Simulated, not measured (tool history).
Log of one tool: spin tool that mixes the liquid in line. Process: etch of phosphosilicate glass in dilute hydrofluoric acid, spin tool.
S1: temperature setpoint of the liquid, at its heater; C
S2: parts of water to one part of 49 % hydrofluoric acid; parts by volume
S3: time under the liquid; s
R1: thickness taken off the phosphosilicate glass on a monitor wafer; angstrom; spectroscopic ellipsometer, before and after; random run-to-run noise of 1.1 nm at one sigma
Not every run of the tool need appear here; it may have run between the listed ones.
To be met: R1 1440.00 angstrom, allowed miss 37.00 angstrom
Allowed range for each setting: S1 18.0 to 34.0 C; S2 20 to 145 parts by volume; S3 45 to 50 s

run	hour	S1	S2	S3	R1
1	0.0	26.0	80	45	583.98
2	1.1	27.5	70	45	718.26
3	5.7	27.5	70	45	721.22
4	14.4	31.0	70	45	821.27
5	16.0	31.5	65	45	917.39
6	22.2	32.0	60	45	1022.70
7	27.4	32.5	55	45	1147.10
8	33.2	33.0	55	45	1159.30
9	41.5	33.5	50	45	1313.50
10	49.5	34.0	50	45	1344.00
11	53.9	34.0	50	45	1338.20
# hour 60.1: thermometer replaced
12	60.1	34.0	45	45	1382.00
13	67.4	34.0	40	45	1555.00
14	73.2	34.0	40	45	1556.50
15	78.4	33.5	40	45	1534.30
16	78.9	33.0	40	45	1506.30

Exactly one of the 4 candidate moves below puts every result within its allowed miss. Which one?
A	79.4	33.0	45	45	?
B	79.4	34.0	45	45	?
C	79.4	34.0	50	50	?
D	79.4	32.5	45	50	?

move	R1
A	1301.70
B	1352.60
C	1341.10
D	1418.70
A: takes the result that was furthest off past its target
B: takes the result that was furthest off past its target
C: takes the result that was furthest off past its target
D: all results in spec
D is the move that brings every result within its allowed miss.
